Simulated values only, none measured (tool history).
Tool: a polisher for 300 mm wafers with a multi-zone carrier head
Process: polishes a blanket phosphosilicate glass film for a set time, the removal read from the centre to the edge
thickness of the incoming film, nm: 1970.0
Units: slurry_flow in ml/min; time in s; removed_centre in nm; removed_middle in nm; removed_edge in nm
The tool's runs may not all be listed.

| run | day | slurry_flow | centre_zone | middle_zone | edge_zone | slurry_solids | time | removed_centre | removed_middle | removed_edge |
|---|---|---|---|---|---|---|---|---|---|---|
| 1 | 0.000 | 225 | 1.00 | 1.00 | 1.00 | 1.00 | 81 | 666.09 | 632.42 | 654.27 |
| 2 | 0.196 | 225 | 1.00 | 0.93 | 1.00 | 1.00 | 81 | 663.75 | 617.90 | 656.08 |
| 3 | 0.288 | 225 | 1.00 | 0.99 | 1.00 | 1.00 | 81 | 657.50 | 639.70 | 664.44 |
| 4 | 0.404 | 225 | 1.00 | 0.99 | 1.00 | 0.90 | 81 | 624.03 | 596.32 | 611.16 |
| 5 | 0.438 | 175 | 1.00 | 0.99 | 1.00 | 0.90 | 81 | 599.53 | 565.33 | 598.78 |
| 6 | 0.475 | 165 | 0.98 | 0.96 | 0.98 | 0.80 | 79 | 513.64 | 498.54 | 537.40 |
| 7 | 0.800 | 165 | 0.98 | 0.94 | 0.96 | 0.75 | 78 | 490.21 | 448.99 | 496.35 |
| 8 | 0.996 | 170 | 0.96 | 0.93 | 0.93 | 0.70 | 78 | 458.09 | 448.60 | 464.11 |
| 9 | 1.029 | 160 | 0.96 | 0.91 | 0.92 | 0.70 | 78 | 446.41 | 422.22 | 460.43 |
| 10 | 1.117 | 160 | 0.95 | 0.89 | 0.90 | 0.70 | 78 | 437.66 | 419.41 | 453.71 |
| 11 | 1.162 | 160 | 0.95 | 0.88 | 0.88 | 0.70 | 78 | 449.46 | 420.31 | 449.17 |
| 12 | 1.254 | 150 | 0.88 | 0.82 | 0.84 | 0.50 | 77 | 295.86 | 279.37 | 315.98 |
| 13 | 1.346 | 175 | 0.90 | 0.84 | 0.87 | 0.50 | 76 | 312.11 | 293.39 | 326.98 |
| 14 | 1.367 | 165 | 0.93 | 0.87 | 0.90 | 0.50 | 75 | 310.30 | 289.73 | 326.26 |
| 15 | 1.446 | 160 | 0.96 | 0.91 | 0.93 | 0.50 | 75 | 320.69 | 307.60 | 324.54 |
| 16 | 1.600 | 225 | 1.01 | 0.90 | 1.03 | 0.75 | 75 | 513.62 | 453.46 | 514.03 |
| 17 | 1.629 | 220 | 0.99 | 0.88 | 0.99 | 0.75 | 75 | 512.35 | 448.74 | 499.75 |
| 18 | 1.900 | 215 | 0.97 | 0.86 | 0.96 | 0.75 | 75 | 493.88 | 423.22 | 498.84 |
| 19 | 2.017 | 225 | 0.95 | 0.86 | 0.93 | 0.75 | 75 | 486.86 | 433.78 | 492.07 |
| 20 | 2.229 | 220 | 0.94 | 0.86 | 0.91 | 0.70 | 75 | 456.74 | 405.13 | 455.37 |
| 21 | 2.596 | 155 | 0.86 | 0.86 | 0.83 | 0.70 | 75 | 387.49 | 398.68 | 424.64 |
| 22 | 2.679 | 155 | 0.87 | 0.85 | 0.83 | 0.70 | 75 | 386.98 | 382.47 | 416.19 |
| 23 | 2.804 | 155 | 0.88 | 0.85 | 0.83 | 0.70 | 75 | 395.87 | 382.33 | 417.75 |

Run 24 comes next. What will it give?
| 24 | 3.046 | 150 | 0.88 | 0.85 | 0.83 | 0.70 | 75 | ? | ? | ? |

removed_centre: 393.57 nm
removed_middle: 378.18 nm
removed_edge: 417.06 nm

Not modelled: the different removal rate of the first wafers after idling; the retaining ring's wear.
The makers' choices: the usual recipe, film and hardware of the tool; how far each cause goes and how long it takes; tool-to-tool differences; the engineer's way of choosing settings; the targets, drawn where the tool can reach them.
